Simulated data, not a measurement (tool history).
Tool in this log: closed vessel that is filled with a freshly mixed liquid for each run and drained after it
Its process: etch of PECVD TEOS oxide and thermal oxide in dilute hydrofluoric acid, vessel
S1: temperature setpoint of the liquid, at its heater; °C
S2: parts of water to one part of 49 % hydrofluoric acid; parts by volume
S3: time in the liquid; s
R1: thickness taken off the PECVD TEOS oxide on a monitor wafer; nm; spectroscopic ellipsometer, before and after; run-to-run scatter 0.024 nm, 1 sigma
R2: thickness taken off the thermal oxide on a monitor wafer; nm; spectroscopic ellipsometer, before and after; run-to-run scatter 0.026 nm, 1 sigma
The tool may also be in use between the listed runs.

run  hour    S1   S2   S3      R1      R2
  1     0    24  245  620  26.993  10.133
  2   4.3  22.5  295  620  20.286  7.6364
  3  11.7    21  330  605  16.193  6.1244
  4  12.6    20  355  585  13.802  5.2115
  5  17.4    20  355  715  16.776   6.455
  6  25.5    17  355  715  15.127  5.6656
  7  28.9    17  375  670  13.159  4.9853
  8    32    17  390  630  11.731  4.5057
  9  39.1    17  400  585  10.565  4.0162
 10  39.8    17  410  555   9.711  3.6912

What does the tool deliver on the next run?
 11  44.3  17  415  535   ?   ?

Run 11 produced R1 9.2328 nm, R2 3.4602 nm.
